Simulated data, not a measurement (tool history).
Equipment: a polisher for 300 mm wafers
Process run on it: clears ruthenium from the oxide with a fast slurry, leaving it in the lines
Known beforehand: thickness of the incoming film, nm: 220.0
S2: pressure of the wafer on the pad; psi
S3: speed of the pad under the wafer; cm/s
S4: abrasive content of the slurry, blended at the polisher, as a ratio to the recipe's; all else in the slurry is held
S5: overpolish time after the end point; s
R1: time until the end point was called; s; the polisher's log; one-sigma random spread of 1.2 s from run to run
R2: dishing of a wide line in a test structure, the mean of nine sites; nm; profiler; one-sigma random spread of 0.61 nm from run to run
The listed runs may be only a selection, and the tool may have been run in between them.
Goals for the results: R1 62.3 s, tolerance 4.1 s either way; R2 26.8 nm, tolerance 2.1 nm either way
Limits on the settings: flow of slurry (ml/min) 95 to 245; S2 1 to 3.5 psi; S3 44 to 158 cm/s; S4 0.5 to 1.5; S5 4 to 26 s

run 1 hour=0 | flow_of_slurry_(ml/min)=155 S2=2.2 S3=100 S4=1 S5=13 | R1=65.263 R2=35.737
run 2 hour=8.6 | flow_of_slurry_(ml/min)=155 S2=2.2 S3=122 S4=1 S5=13 | R1=52.552 R2=44.346
run 3 hour=11.6 | flow_of_slurry_(ml/min)=155 S2=2.2 S3=144 S4=1 S5=13 | R1=47.011 R2=48.29
run 4 hour=14.1 | flow_of_slurry_(ml/min)=155 S2=2 S3=144 S4=1 S5=12 | R1=50.934 R2=44.604
run 5 hour=20.8 | flow_of_slurry_(ml/min)=155 S2=2 S3=144 S4=0.9 S5=12 | R1=52.143 R2=40.547
run 6 hour=27.1 | flow_of_slurry_(ml/min)=155 S2=1.9 S3=142 S4=0.85 S5=11 | R1=58.591 R2=34.843
run 7 hour=32.5 | flow_of_slurry_(ml/min)=155 S2=1.9 S3=142 S4=0.85 S5=11 | R1=60.281 R2=34.354
run 8 hour=36.8 | flow_of_slurry_(ml/min)=155 S2=1.9 S3=142 S4=0.85 S5=10 | R1=58.47 R2=32.126

Which single option among these 4 for the next run brings every result within its allowed miss of target? Just one does.
run A hour=41.1 | flow_of_slurry_(ml/min)=180 S2=1.9 S3=136 S4=1.1 S5=12 | R1=? R2=?
run B hour=41.1 | flow_of_slurry_(ml/min)=150 S2=1.7 S3=134 S4=0.75 S5=11 | R1=? R2=?
run C hour=41.1 | flow_of_slurry_(ml/min)=235 S2=1 S3=124 S4=1.25 S5=9 | R1=? R2=?
run D hour=41.1 | flow_of_slurry_(ml/min)=170 S2=2.1 S3=132 S4=0.8 S5=9 | R1=? R2=?

move=A R1=50.402 R2=42.594
move=B R1=75.05 R2=27.161
move=C R1=74.74 R2=22.542
move=D R1=60.661 R2=27.475
A: further off than the last run
B: puts the biggest miss on target and leaves a different result outside tolerance
C: pushes the last run's worst result past its target
D: all results land within tolerance of their targets
D is the move that brings every result within its allowed miss.
